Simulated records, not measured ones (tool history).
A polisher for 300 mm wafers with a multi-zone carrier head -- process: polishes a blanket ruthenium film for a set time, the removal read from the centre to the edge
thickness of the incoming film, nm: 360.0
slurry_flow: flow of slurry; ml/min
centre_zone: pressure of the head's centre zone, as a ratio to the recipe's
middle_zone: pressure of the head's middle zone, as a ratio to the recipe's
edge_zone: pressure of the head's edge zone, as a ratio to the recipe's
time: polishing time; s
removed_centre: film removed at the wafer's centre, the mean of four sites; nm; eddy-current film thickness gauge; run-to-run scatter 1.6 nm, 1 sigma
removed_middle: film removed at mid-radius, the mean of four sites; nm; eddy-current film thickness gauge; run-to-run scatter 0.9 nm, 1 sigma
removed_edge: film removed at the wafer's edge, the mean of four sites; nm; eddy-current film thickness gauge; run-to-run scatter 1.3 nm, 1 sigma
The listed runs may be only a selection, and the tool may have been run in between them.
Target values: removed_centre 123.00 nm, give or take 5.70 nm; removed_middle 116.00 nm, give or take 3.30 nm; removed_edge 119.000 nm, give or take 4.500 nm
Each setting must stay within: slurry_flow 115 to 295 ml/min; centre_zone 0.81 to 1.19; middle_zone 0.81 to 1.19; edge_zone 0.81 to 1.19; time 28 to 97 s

run	hour	slurry_flow	centre_zone	middle_zone	edge_zone	time	removed_centre	removed_middle	removed_edge
1	0.0	190	1.00	1.00	1.00	62	100.91	99.00	98.427
2	6.6	195	1.01	1.01	1.03	63	103.56	100.62	100.970
3	8.7	200	1.02	1.02	1.05	64	104.17	103.51	104.140
4	11.8	205	1.04	1.02	1.06	65	111.48	105.95	107.220
5	13.5	210	1.04	1.03	1.07	65	109.60	107.85	107.350
6	19.1	215	1.05	1.03	1.08	66	112.72	107.52	112.930
7	20.6	220	1.06	1.04	1.08	66	112.10	108.96	113.050
8	22.9	220	1.07	1.05	1.08	66	117.00	112.35	111.080
9	29.7	225	1.07	1.05	1.09	66	114.48	111.12	109.700
10	32.2	225	1.08	1.05	1.10	67	114.96	112.64	114.280
11	32.9	230	1.09	1.05	1.10	67	123.35	113.39	113.610
12	34.3	230	1.09	1.05	1.11	67	117.37	113.99	114.460

Which one of the following 4 next-run settings gets every result inside its allowed miss? There is exactly one.
A	35.7	200	1.08	1.13	1.13	65	?	?	?
B	35.7	210	1.09	1.05	1.12	69	?	?	?
C	35.7	195	0.91	1.06	1.19	74	?	?	?
D	35.7	240	1.12	1.18	1.19	67	?	?	?

move	removed_centre	removed_middle	removed_edge
A	113.03	112.97	112.560
B	121.68	113.97	119.550
C	110.19	122.16	131.450
D	123.13	122.85	120.910
A: moves away from the targets compared with the last run
B: all results land within tolerance of their targets
C: pushes the last run's worst result past its target
D: the worst result of the last run now meets its target, but another is out of spec
Go with B: it meets all targets.

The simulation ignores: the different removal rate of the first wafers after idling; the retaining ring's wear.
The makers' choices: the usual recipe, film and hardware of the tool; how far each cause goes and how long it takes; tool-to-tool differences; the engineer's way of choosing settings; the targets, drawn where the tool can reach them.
